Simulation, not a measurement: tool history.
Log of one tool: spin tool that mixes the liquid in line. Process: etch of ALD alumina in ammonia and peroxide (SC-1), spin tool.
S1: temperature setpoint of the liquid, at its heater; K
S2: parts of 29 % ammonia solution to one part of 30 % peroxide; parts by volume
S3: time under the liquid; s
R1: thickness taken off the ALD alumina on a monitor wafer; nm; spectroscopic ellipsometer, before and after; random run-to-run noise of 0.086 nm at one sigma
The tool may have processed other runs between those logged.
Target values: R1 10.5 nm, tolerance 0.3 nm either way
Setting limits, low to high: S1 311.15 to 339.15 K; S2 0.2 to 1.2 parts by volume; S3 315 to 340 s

run	day	S1	S2	S3	R1
1	0	323.15	0.8	315	15.98
2	0.329	320.65	0.8	315	14.001
3	0.458	320.65	0.8	315	14.066
4	0.492	320.65	0.55	315	13.621
5	0.588	320.65	0.3	315	12.765
6	0.817	320.65	0.3	340	13.724
7	1.025	319.15	0.3	340	12.841
8	1.1	314.65	0.3	340	9.8903
9	1.242	314.65	0.3	340	9.9495
10	1.308	315.15	0.3	340	10.112

Exactly one of the 4 candidate moves below puts every result within its allowed miss. Which one?
A	1.375	317.15	0.3	315	?
B	1.375	314.65	0.25	340	?
C	1.375	317.65	0.35	320	?
D	1.375	314.65	0.45	315	?

move	R1
A	10.45
B	9.5899
C	11.087
D	9.3994
A: meets every target
B: further off than the last run
C: pushes the last run's worst result past its target
D: further off than the last run
The right move is A.

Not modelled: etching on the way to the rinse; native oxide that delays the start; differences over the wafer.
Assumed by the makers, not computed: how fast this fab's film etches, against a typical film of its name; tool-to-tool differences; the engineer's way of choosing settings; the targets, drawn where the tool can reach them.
